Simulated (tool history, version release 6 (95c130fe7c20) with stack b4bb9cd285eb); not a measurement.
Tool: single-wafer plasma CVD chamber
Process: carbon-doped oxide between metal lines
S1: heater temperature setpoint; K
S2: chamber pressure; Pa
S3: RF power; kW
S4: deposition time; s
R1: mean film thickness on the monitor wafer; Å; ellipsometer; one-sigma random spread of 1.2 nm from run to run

run    day      S1   S2     S3    S4      R1
  1  0.000  618.15  749  0.585  29.3  1933.1
  2  0.267  616.15  776  0.595  29.3  1969.2
  3  0.483  614.15  796  0.605  29.3  2040.3
  4  0.654  608.15  796  0.605  29.3  2061.5
  5  0.933  608.15  796  0.605  29.3  2054.2
  6  0.967  608.15  683  0.605  29.3  2031.4
  7  1.175  606.15  693  0.610  29.3  2044.0

Estimate the outcome of run 8 from the log above:
  8  1.433  605.15  707  0.615  29.3   ?

{"run 8": {"R1": 2065.3}}
